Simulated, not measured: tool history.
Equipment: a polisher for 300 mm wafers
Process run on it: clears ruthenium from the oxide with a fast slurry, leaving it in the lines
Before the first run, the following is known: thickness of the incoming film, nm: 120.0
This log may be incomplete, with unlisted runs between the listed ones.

run	hour	flow of slurry (ml/min)	pressure of the wafer on the pad (psi)	speed of the pad under the wafer (cm/s)	abrasive content of the slurry	overpolish time after the end point (s)	time until the end point was called (s)	dishing of a wide line in a test structure (nm)
1	0	120	2.8	96	1	8	34.143	17.157
2	2.1	120	2.8	96	1	11	34.611	21.253
3	3.4	130	2.6	96	1	9	36.284	18.375
4	4.6	130	3	96	1	9	33.077	19.755
5	11.8	130	3	96	1	6	31.959	15.105
6	16.3	130	3	108	1	6	29.699	15.738

The next listed run, before its measurement:
7	22.1	125	2.6	108	1	6	?	?

{"run 7": {"time until the end point was called (s)": 34.156, "dishing of a wide line in a test structure (nm)": 14.085}}
